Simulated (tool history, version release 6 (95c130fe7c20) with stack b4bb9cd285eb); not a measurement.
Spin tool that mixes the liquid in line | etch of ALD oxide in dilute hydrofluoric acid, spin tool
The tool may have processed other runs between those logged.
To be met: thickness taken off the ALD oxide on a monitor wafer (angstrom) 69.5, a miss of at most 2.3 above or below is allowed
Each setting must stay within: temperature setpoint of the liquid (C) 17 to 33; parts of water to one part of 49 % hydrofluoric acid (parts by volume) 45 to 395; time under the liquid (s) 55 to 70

| run | hour | temperature setpoint of the liquid (C) | parts of water to one part of 49 % hydrofluoric acid (parts by volume) | time under the liquid (s) | thickness taken off the ALD oxide on a monitor wafer (angstrom) |
|---|---|---|---|---|---|
| 1 | 0 | 25 | 220 | 70 | 42.577 |
| 2 | 4.2 | 28 | 220 | 70 | 47.913 |
| 3 | 9.7 | 29.5 | 220 | 70 | 50.669 |
| 4 | 15.9 | 30.5 | 210 | 70 | 55.02 |
| 5 | 19 | 28.5 | 210 | 70 | 51.494 |
| 6 | 26.2 | 29.5 | 205 | 70 | 54.502 |
| 7 | 31.3 | 30 | 200 | 70 | 57.994 |
| 8 | 33.8 | 30.5 | 195 | 70 | 60.308 |
| 9 | 40 | 31 | 190 | 70 | 63.157 |
| 10 | 42.4 | 31.5 | 190 | 70 | 65.388 |
|  | 50.7 | hydrofluoric acid flow meter replaced |
| 11 | 50.7 | 32 | 190 | 70 | 59.722 |
| 12 | 58.3 | 32 | 185 | 70 | 62.027 |
| 13 | 65.2 | 32 | 180 | 70 | 63.626 |
| 14 | 67.8 | 32 | 175 | 70 | 66.9 |

Consider the 4 candidate settings below. Which is the only one whose results all fall within their allowed miss of target?
| A | 70.4 | 32.5 | 150 | 55 | ? |
| B | 70.4 | 33 | 175 | 70 | ? |
| C | 70.4 | 31.5 | 145 | 55 | ? |
| D | 70.4 | 30 | 170 | 70 | ? |

| move | thickness taken off the ALD oxide on a monitor wafer (angstrom) |
|---|---|
| A | 66 |
| B | 70.792 |
| C | 66.363 |
| D | 66.095 |
A: its largest miss is bigger than the last run's
B: meets every target
C: its largest miss is bigger than the last run's
D: its largest miss is bigger than the last run's
Correct choice: B, which meets every target

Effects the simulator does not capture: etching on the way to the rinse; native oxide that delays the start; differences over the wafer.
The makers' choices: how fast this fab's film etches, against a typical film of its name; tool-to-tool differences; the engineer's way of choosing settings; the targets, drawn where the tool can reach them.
